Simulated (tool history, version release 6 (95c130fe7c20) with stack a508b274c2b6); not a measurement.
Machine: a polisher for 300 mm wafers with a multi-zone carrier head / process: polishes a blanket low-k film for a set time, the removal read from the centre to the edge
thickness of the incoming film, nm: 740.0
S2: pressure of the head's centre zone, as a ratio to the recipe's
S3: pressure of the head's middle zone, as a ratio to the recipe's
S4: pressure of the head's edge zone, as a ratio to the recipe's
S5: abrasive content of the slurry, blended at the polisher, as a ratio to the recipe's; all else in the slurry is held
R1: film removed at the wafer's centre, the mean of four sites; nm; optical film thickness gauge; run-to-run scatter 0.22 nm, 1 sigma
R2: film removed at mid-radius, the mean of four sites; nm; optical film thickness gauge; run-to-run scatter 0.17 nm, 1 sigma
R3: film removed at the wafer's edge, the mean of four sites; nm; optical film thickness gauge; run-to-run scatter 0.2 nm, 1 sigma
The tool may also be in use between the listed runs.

{"run": 1, "hour": 0.0, "flow of slurry (ml/min)": 155, "S2": 1, "S3": 1, "S4": 1, "S5": 1, "polishing time (s)": 75, "R1": 27.409, "R2": 27.754, "R3": 27.36}
{"run": 2, "hour": 7.3, "flow of slurry (ml/min)": 155, "S2": 1, "S3": 0.97, "S4": 1, "S5": 1, "polishing time (s)": 75, "R1": 27.67, "R2": 26.665, "R3": 28.2}
{"run": 3, "hour": 11.2, "flow of slurry (ml/min)": 150, "S2": 1.02, "S3": 0.94, "S4": 0.97, "S5": 0.85, "polishing time (s)": 74, "R1": 25.116, "R2": 23.392, "R3": 24.576}
{"run": 4, "hour": 18.5, "flow of slurry (ml/min)": 150, "S2": 1.02, "S3": 0.94, "S4": 0.97, "S5": 0.95, "polishing time (s)": 74, "R1": 27.278, "R2": 25.147, "R3": 26.562}
{"run": 5, "hour": 19.8, "flow of slurry (ml/min)": 150, "S2": 0.96, "S3": 0.94, "S4": 0.97, "S5": 0.95, "polishing time (s)": 74, "R1": 25.34, "R2": 24.815, "R3": 26.233}
{"run": 6, "hour": 27.9, "flow of slurry (ml/min)": 150, "S2": 0.96, "S3": 0.94, "S4": 1.03, "S5": 0.95, "polishing time (s)": 74, "R1": 24.806, "R2": 25.065, "R3": 27.259}
{"run": 7, "hour": 34.7, "flow of slurry (ml/min)": 145, "S2": 0.99, "S3": 0.9, "S4": 0.99, "S5": 0.85, "polishing time (s)": 74, "R1": 24.321, "R2": 22.439, "R3": 24.983}

Run 8 has not been measured yet. What should we expect?
{"run": 8, "hour": 37.5, "flow of slurry (ml/min)": 135, "S2": 1.01, "S3": 0.88, "S4": 0.97, "S5": 0.8, "polishing time (s)": 74, "R1": "?", "R2": "?", "R3": "?"}

R1: 23.35 nm
R2: 20.83 nm
R3: 23.313 nm
